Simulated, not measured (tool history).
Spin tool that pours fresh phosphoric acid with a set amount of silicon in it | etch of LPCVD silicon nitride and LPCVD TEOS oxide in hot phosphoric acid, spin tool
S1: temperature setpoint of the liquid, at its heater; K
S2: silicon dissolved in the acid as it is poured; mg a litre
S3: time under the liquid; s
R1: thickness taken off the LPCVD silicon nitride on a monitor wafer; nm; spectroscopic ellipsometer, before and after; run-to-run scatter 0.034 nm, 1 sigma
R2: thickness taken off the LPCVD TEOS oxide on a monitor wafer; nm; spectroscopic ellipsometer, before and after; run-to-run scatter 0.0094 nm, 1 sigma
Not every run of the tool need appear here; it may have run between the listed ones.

Run 1, day 0.000: S1 435.15 K, S2 13.0 mg a litre, S3 180 s. Result: R1 16.539 nm, R2 0.56685 nm.
Run 2, day 0.075: S1 435.15 K, S2 17.5 mg a litre, S3 180 s. Result: R1 16.565 nm, R2 0.50020 nm.
Run 3, day 0.204: S1 434.15 K, S2 18.5 mg a litre, S3 165 s. Result: R1 14.671 nm, R2 0.39293 nm.
Run 4, day 0.383: S1 434.15 K, S2 18.5 mg a litre, S3 195 s. Result: R1 17.400 nm, R2 0.47902 nm.
Run 5, day 0.642: S1 434.15 K, S2 18.5 mg a litre, S3 250 s. Result: R1 22.202 nm, R2 0.62249 nm.
Run 6, day 0.846: S1 434.15 K, S2 25.0 mg a litre, S3 250 s. Result: R1 22.287 nm, R2 0.51107 nm.

Forecast run 7:
At day 0.908: heated supply line repaired.
Run 7, day 0.908: S1 433.15 K, S2 23.5 mg a litre, S3 215 s. Result: R1 ?, R2 ?.

R1: 19.617 nm
R2: 0.45962 nm
